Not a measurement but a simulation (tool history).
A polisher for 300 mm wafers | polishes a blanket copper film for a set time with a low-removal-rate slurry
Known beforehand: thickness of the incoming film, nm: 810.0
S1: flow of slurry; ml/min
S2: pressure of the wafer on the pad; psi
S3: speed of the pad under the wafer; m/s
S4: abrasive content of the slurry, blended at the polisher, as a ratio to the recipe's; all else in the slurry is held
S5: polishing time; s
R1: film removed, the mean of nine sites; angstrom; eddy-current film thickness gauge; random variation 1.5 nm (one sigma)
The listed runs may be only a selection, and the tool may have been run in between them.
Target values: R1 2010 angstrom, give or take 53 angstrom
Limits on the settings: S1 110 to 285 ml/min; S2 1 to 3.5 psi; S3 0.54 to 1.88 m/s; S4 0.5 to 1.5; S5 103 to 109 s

run,day,S1,S2,S3,S4,S5,R1
1,0,180,2.2,1.2,1,103,2834.6
2,0.367,180,2.2,0.98,1,103,2382
3,0.7,170,2.1,0.98,1,103,2235.1
4,0.979,160,2,0.98,1,103,2092.7
5,1.079,160,2.4,0.98,1,103,2486.1
6,1.317,205,2.4,0.98,1,103,2598.1
7,1.35,195,2.2,0.98,1,103,2411.9
8,1.617,175,2.1,0.98,1,103,2261
# day 1.733: slurry nozzle cleaned
9,1.733,175,2.1,0.98,1,103,2319.8

Next run, 5 choices. One meets every target within its allowed miss, the rest don't. Which?
A,1.85,190,1.9,0.92,1.1,107,?
B,1.85,270,2.4,0.78,0.6,103,?
C,1.85,155,1.7,1.04,1.15,106,?
D,1.85,190,1.8,0.92,1.1,109,?
E,1.85,150,2.4,0.82,0.9,103,?

move,R1
A,2178.4
B,2006
C,2136.1
D,2114.1
E,2132.3
A: closes in on the targets versus the last run, not all within tolerance yet
B: all results land within tolerance of their targets
C: closes in on the targets versus the last run, not all within tolerance yet
D: closes in on the targets versus the last run, not all within tolerance yet
E: closes in on the targets versus the last run, not all within tolerance yet
So the answer is move B, the one that meets all the targets.
